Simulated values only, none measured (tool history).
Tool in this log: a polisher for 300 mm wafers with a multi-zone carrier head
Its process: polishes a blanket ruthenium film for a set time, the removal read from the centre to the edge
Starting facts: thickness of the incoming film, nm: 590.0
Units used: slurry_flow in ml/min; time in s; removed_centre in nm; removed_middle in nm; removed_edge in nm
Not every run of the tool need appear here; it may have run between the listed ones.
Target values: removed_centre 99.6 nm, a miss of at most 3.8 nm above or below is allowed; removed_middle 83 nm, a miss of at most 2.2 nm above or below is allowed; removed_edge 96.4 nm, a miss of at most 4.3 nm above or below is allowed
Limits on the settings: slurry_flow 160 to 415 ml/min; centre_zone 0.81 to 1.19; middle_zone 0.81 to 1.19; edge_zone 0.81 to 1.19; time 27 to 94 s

{"run": 1, "hour": 0.0, "slurry_flow": 265, "centre_zone": 1, "middle_zone": 1, "edge_zone": 1, "time": 60, "removed_centre": 81.732, "removed_middle": 85.332, "removed_edge": 82.043}
{"run": 2, "hour": 0.5, "slurry_flow": 275, "centre_zone": 1.03, "middle_zone": 0.97, "edge_zone": 1.05, "time": 61, "removed_centre": 83.649, "removed_middle": 84.394, "removed_edge": 86.586}
{"run": 3, "hour": 6.0, "slurry_flow": 275, "centre_zone": 0.99, "middle_zone": 0.97, "edge_zone": 1.05, "time": 61, "removed_centre": 82.215, "removed_middle": 84.355, "removed_edge": 86.432}
{"run": 4, "hour": 12.8, "slurry_flow": 245, "centre_zone": 0.99, "middle_zone": 0.97, "edge_zone": 1.05, "time": 61, "removed_centre": 80.813, "removed_middle": 83.067, "removed_edge": 84.641}
{"run": 5, "hour": 18.2, "slurry_flow": 265, "centre_zone": 1.05, "middle_zone": 0.95, "edge_zone": 1.06, "time": 62, "removed_centre": 88.391, "removed_middle": 84.419, "removed_edge": 87.421}
{"run": 6, "hour": 20.8, "slurry_flow": 265, "centre_zone": 1.05, "middle_zone": 0.95, "edge_zone": 1.06, "time": 73, "removed_centre": 103.67, "removed_middle": 98.972, "removed_edge": 104.71}
{"run": 7, "hour": 28.3, "slurry_flow": 255, "centre_zone": 1.05, "middle_zone": 0.91, "edge_zone": 1.05, "time": 72, "removed_centre": 103.1, "removed_middle": 93.118, "removed_edge": 101.11}
{"run": 8, "hour": 36.3, "slurry_flow": 245, "centre_zone": 1.04, "middle_zone": 0.89, "edge_zone": 1.05, "time": 72, "removed_centre": 99.836, "removed_middle": 90.569, "removed_edge": 101.2}
{"run": 9, "hour": 38.1, "slurry_flow": 235, "centre_zone": 1.05, "middle_zone": 0.87, "edge_zone": 1.04, "time": 72, "removed_centre": 101.1, "removed_middle": 88.529, "removed_edge": 100.22}
{"run": 10, "hour": 39.9, "slurry_flow": 225, "centre_zone": 1.05, "middle_zone": 0.86, "edge_zone": 1.03, "time": 72, "removed_centre": 98.234, "removed_middle": 88.778, "removed_edge": 99.783}
{"run": 11, "hour": 48.9, "slurry_flow": 230, "centre_zone": 1.06, "middle_zone": 0.85, "edge_zone": 1.03, "time": 71, "removed_centre": 99.601, "removed_middle": 86.778, "removed_edge": 99.45}

Which of these 5 next moves meets every target?
{"run": "A", "hour": 57.9, "slurry_flow": 200, "centre_zone": 1.03, "middle_zone": 0.87, "edge_zone": 1.12, "time": 73, "removed_centre": "?", "removed_middle": "?", "removed_edge": "?"}
{"run": "B", "hour": 57.9, "slurry_flow": 240, "centre_zone": 0.94, "middle_zone": 0.87, "edge_zone": 1.13, "time": 76, "removed_centre": "?", "removed_middle": "?", "removed_edge": "?"}
{"run": "C", "hour": 57.9, "slurry_flow": 220, "centre_zone": 1.06, "middle_zone": 0.91, "edge_zone": 0.99, "time": 73, "removed_centre": "?", "removed_middle": "?", "removed_edge": "?"}
{"run": "D", "hour": 57.9, "slurry_flow": 240, "centre_zone": 1.05, "middle_zone": 0.81, "edge_zone": 0.98, "time": 71, "removed_centre": "?", "removed_middle": "?", "removed_edge": "?"}
{"run": "E", "hour": 57.9, "slurry_flow": 205, "centre_zone": 1.02, "middle_zone": 0.85, "edge_zone": 0.89, "time": 76, "removed_centre": "?", "removed_middle": "?", "removed_edge": "?"}

move=A removed_centre=98.608 removed_middle=88.641 removed_edge=104.29
move=B removed_centre=95.93 removed_middle=94.364 removed_edge=110.84
move=C removed_centre=102.86 removed_middle=93.088 removed_edge=98.9
move=D removed_centre=100.15 removed_middle=83.11 removed_edge=96.571
move=E removed_centre=101.99 removed_middle=90.849 removed_edge=97.419
A: the biggest miss grows against the last run
B: the biggest miss grows against the last run
C: the biggest miss grows against the last run
D: each result inside its tolerance
E: the biggest miss grows against the last run
Answer: D
